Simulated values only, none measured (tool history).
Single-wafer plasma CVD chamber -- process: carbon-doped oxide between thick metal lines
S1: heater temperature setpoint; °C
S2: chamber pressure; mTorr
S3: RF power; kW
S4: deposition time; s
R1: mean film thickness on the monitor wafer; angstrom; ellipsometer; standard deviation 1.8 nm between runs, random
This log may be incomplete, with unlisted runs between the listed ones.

run 1 hour=0.0 | S1=345 S2=5780 S3=0.520 S4=106.6 | R1=5957.6
run 2 hour=6.6 | S1=337 S2=5780 S3=0.520 S4=106.6 | R1=6106.3
run 3 hour=11.9 | S1=336 S2=5860 S3=0.530 S4=106.8 | R1=6174.2
run 4 hour=18.9 | S1=336 S2=5890 S3=0.540 S4=107.0 | R1=6201.2
run 5 hour=22.4 | S1=336 S2=5900 S3=0.555 S4=107.4 | R1=6281.6
run 6 hour=31.2 | S1=336 S2=5920 S3=0.565 S4=107.9 | R1=6400.5
run 7 hour=32.1 | S1=336 S2=5920 S3=0.565 S4=107.9 | R1=6409.3
run 8 hour=36.7 | S1=336 S2=5940 S3=0.575 S4=108.1 | R1=6465.2

What will run 9 give?
run 9 hour=44.4 | S1=336 S2=5960 S3=0.580 S4=108.3 | R1=?

Run 9 produced R1 6483.6 angstrom.

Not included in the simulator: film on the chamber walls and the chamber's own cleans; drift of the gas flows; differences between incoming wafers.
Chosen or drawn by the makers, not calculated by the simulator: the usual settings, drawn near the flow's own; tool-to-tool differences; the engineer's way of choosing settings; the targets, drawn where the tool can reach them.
